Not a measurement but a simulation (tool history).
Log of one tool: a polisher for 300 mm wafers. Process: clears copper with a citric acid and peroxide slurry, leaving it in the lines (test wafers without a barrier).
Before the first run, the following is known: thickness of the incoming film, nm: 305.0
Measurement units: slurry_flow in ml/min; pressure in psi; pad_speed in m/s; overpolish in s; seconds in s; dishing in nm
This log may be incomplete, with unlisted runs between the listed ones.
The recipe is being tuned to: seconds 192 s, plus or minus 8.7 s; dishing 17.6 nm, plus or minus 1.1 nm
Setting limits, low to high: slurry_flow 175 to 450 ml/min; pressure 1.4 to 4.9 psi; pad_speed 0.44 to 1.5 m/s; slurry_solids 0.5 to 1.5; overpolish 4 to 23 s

run,day,slurry_flow,pressure,pad_speed,slurry_solids,overpolish,seconds,dishing
1,0,290,3.1,0.96,1,12,118.94,21.863
2,0.121,290,3.1,0.96,1.1,12,115.65,22.327
3,0.304,290,3.1,0.96,1.1,17,117.06,29.53
4,0.533,290,3.6,0.96,1.1,17,106.31,33.404
5,0.9,290,3.2,0.94,1.1,17,116.01,31.757
6,1.233,290,2.9,0.9,1.1,16,132.13,26.978
7,1.333,290,2.6,0.9,1.1,15,139.99,22.801
8,1.604,290,1.7,0.86,1.1,16,191.04,18.935

Next run, 4 choices. One meets every target within its allowed miss, the rest don't. Which?
A,1.875,400,1.8,0.92,0.9,12,?,?
B,1.875,205,1.8,0.86,1.05,15,?,?
C,1.875,180,1.8,0.86,1.2,13,?,?
D,1.875,310,1.9,0.78,1.15,13,?,?

move,seconds,dishing
A,181.74,15.381
B,199.69,17.318
C,197.71,15.325
D,195.84,15.473
A: takes the result that was furthest off past its target
B: all results land within tolerance of their targets
C: takes the result that was furthest off past its target
D: takes the result that was furthest off past its target
Go with B: it meets all targets.
